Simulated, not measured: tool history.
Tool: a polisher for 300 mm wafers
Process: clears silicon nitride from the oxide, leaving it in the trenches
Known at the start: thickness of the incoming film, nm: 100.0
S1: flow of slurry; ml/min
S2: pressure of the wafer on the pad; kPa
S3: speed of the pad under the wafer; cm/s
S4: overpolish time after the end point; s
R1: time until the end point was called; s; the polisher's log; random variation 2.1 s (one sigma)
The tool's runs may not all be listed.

| run | hour | S1 | S2 | S3 | S4 | R1 |
|---|---|---|---|---|---|---|
| 1 | 0 | 290 | 18.6 | 76 | 29 | 123 |
| 2 | 3.1 | 290 | 16.5 | 76 | 29 | 135.73 |
| 3 | 9.8 | 290 | 16.5 | 76 | 29 | 137.21 |
| 4 | 11.5 | 290 | 19.3 | 76 | 29 | 118.65 |
| 5 | 14.2 | 290 | 19.3 | 76 | 31 | 120.09 |
| 6 | 21.2 | 330 | 19.3 | 76 | 31 | 116.26 |
| 7 | 26.6 | 320 | 17.2 | 74 | 31 | 133.72 |
| 8 | 34.9 | 315 | 15.2 | 74 | 31 | 152.21 |
| 9 | 36.4 | 315 | 13.8 | 74 | 31 | 163.74 |
| 10 | 42.7 | 315 | 12.4 | 74 | 31 | 176.15 |
| 11 | 50.3 | 315 | 11.7 | 74 | 31 | 188.79 |
| 12 | 53.8 | 315 | 11 | 74 | 31 | 196.98 |

The next listed run, before its measurement:
| 13 | 57.3 | 315 | 9 | 74 | 31 | ? |

R1: 230.2 s
